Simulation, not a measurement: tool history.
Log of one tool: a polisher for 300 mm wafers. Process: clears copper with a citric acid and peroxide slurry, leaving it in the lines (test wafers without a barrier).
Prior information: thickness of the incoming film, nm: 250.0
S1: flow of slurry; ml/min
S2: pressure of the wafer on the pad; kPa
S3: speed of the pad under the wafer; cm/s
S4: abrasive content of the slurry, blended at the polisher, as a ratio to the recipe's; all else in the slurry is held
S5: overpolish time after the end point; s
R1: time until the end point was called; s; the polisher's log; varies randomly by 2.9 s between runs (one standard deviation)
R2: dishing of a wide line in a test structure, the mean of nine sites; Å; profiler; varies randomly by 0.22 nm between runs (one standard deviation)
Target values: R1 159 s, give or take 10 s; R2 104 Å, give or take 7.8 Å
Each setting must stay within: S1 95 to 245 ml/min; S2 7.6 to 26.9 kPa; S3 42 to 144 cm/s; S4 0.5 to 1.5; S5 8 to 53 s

run  hour   S1    S2   S3    S4  S5      R1      R2
  1     0  155  17.2   92     1  27  144.37  358.42
  2   7.5  155  15.9   96     1  24  148.39   299.8
  3  13.2  155  15.9  108     1  24  126.98  337.69
  4  15.9  145  14.5  112   0.9  21  146.19  277.61
  5  17.3  145  14.5  112   0.9  31   147.5  398.08
  6  18.3  160  13.1  108     1  27  153.36  319.44
  7  26.5  175  12.4  104   1.1  24  161.54  275.64
  8    35  175  11.7  104  1.15  21   165.5  237.42

Consider the 4 candidate settings below. Which is the only one whose results all fall within their allowed miss of target?
  A  43.5  150    11  126  0.95   8   ?   ?
  B  43.5  180  12.4  114   0.9  34   ?   ?
  C  43.5  120  10.3  136   0.8  50   ?   ?
  D  43.5  200    11  122     1  53   ?   ?

move      R1      R2
   A  162.91  98.765
   B  158.27  371.22
   C  176.57  450.14
   D  158.14  512.23
A: hits every target within its allowed miss
B: further off than the last run
C: further off than the last run
D: further off than the last run
Correct choice: A, which meets every target
